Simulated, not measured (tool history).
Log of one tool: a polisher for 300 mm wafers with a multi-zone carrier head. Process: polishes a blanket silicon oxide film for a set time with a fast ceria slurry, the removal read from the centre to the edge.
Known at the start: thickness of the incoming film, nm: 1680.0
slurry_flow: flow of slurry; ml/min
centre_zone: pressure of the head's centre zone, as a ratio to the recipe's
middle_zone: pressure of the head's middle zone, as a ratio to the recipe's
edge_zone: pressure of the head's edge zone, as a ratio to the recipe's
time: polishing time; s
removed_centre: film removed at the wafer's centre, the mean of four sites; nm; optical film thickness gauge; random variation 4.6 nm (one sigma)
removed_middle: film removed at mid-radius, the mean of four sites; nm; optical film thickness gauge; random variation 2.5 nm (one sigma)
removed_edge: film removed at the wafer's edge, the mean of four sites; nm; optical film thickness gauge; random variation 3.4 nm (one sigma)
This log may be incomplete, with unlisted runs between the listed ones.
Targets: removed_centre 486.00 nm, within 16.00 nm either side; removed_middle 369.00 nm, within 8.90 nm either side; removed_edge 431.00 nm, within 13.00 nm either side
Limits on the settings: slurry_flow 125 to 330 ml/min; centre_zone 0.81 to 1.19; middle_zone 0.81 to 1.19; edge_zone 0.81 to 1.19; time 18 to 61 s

| run | day | slurry_flow | centre_zone | middle_zone | edge_zone | time | removed_centre | removed_middle | removed_edge |
|---|---|---|---|---|---|---|---|---|---|
| 1 | 0.000 | 210 | 1.00 | 1.00 | 1.00 | 39 | 538.78 | 526.50 | 517.96 |
| 2 | 0.321 | 165 | 1.00 | 1.00 | 1.00 | 39 | 511.36 | 499.30 | 510.63 |
| 3 | 0.362 | 165 | 1.00 | 1.07 | 1.00 | 39 | 512.56 | 520.31 | 509.19 |
| 4 | 0.654 | 165 | 1.05 | 1.07 | 1.00 | 39 | 538.20 | 528.19 | 506.39 |
| 5 | 0.854 | 125 | 1.05 | 1.07 | 1.00 | 39 | 502.26 | 493.22 | 483.99 |
| 6 | 0.925 | 125 | 1.06 | 1.04 | 1.00 | 38 | 491.47 | 469.17 | 469.64 |
| 7 | 1.167 | 125 | 1.07 | 1.01 | 1.00 | 38 | 508.17 | 455.91 | 468.65 |
| 8 | 1.325 | 125 | 1.07 | 0.99 | 1.00 | 38 | 497.25 | 462.07 | 470.18 |

Exactly one of the 4 candidate moves below puts every result within its allowed miss. Which one?
| A | 1.483 | 140 | 1.13 | 0.94 | 1.02 | 31 | ? | ? | ? |
| B | 1.483 | 150 | 0.98 | 1.13 | 0.93 | 37 | ? | ? | ? |
| C | 1.483 | 125 | 1.12 | 0.84 | 1.13 | 33 | ? | ? | ? |
| D | 1.483 | 140 | 1.16 | 0.87 | 1.08 | 33 | ? | ? | ? |

| move | removed_centre | removed_middle | removed_edge |
|---|---|---|---|
| A | 441.78 | 364.83 | 391.67 |
| B | 465.93 | 507.43 | 456.36 |
| C | 450.02 | 347.97 | 425.10 |
| D | 482.65 | 367.49 | 426.44 |
A: brings the last run's worst result on target, with another outside its allowed miss
B: further off than the last run
C: pushes the last run's worst result past its target
D: all results in spec
The move that meets every target is D.
